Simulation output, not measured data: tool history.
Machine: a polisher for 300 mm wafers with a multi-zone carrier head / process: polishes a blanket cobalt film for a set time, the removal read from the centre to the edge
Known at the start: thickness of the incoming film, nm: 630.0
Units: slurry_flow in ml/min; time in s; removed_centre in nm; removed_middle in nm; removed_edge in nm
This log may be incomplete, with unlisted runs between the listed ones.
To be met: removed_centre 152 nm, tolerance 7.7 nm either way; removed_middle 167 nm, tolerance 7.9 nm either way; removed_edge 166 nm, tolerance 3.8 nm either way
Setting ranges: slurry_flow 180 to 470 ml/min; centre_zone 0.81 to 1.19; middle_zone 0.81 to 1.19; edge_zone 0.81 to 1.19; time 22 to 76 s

run 1 day=0 | slurry_flow=300 centre_zone=1 middle_zone=1 edge_zone=1 time=49 | removed_centre=234.61 removed_middle=218.22 removed_edge=227.56
run 2 day=0.054 | slurry_flow=300 centre_zone=1 middle_zone=1 edge_zone=1 time=42 | removed_centre=193.77 removed_middle=197.02 removed_edge=193.83
run 3 day=0.238 | slurry_flow=300 centre_zone=1 middle_zone=1.07 edge_zone=1 time=42 | removed_centre=199.92 removed_middle=200.48 removed_edge=194.54
run 4 day=0.575 | slurry_flow=300 centre_zone=1 middle_zone=1.07 edge_zone=0.93 time=42 | removed_centre=193.14 removed_middle=200.64 removed_edge=186.34
run 5 day=0.938 | slurry_flow=285 centre_zone=0.97 middle_zone=1.01 edge_zone=0.91 time=41 | removed_centre=185.64 removed_middle=183.91 removed_edge=183.26
run 6 day=1.192 | slurry_flow=285 centre_zone=0.93 middle_zone=1.02 edge_zone=0.89 time=40 | removed_centre=176 removed_middle=185.53 removed_edge=173.42
run 7 day=1.458 | slurry_flow=270 centre_zone=0.89 middle_zone=0.99 edge_zone=0.91 time=39 | removed_centre=156.4 removed_middle=177.59 removed_edge=171.03
run 8 day=1.683 | slurry_flow=260 centre_zone=0.89 middle_zone=0.98 edge_zone=0.9 time=39 | removed_centre=160.81 removed_middle=170.57 removed_edge=170.82

Exercise: of the 4 proposed moves below, exactly one satisfies all targets within the stated allowed misses. Which move is it?
run A day=1.908 | slurry_flow=235 centre_zone=0.81 middle_zone=0.9 edge_zone=0.87 time=41 | removed_centre=? removed_middle=? removed_edge=?
run B day=1.908 | slurry_flow=180 centre_zone=1 middle_zone=0.88 edge_zone=0.87 time=40 | removed_centre=? removed_middle=? removed_edge=?
run C day=1.908 | slurry_flow=180 centre_zone=0.99 middle_zone=0.94 edge_zone=0.89 time=39 | removed_centre=? removed_middle=? removed_edge=?
run D day=1.908 | slurry_flow=260 centre_zone=0.87 middle_zone=0.98 edge_zone=0.91 time=38 | removed_centre=? removed_middle=? removed_edge=?

move=A removed_centre=155.51 removed_middle=166.05 removed_edge=176.84
move=B removed_centre=181.27 removed_middle=154.01 removed_edge=168.63
move=C removed_centre=175.04 removed_middle=158.62 removed_edge=165.99
move=D removed_centre=156.77 removed_middle=166.89 removed_edge=168.42
A: lands further from the targets than the last run did
B: puts the biggest miss on target and leaves a different result outside tolerance
C: puts the biggest miss on target and leaves a different result outside tolerance
D: hits every target within its allowed miss
D is the move that brings every result within its allowed miss.
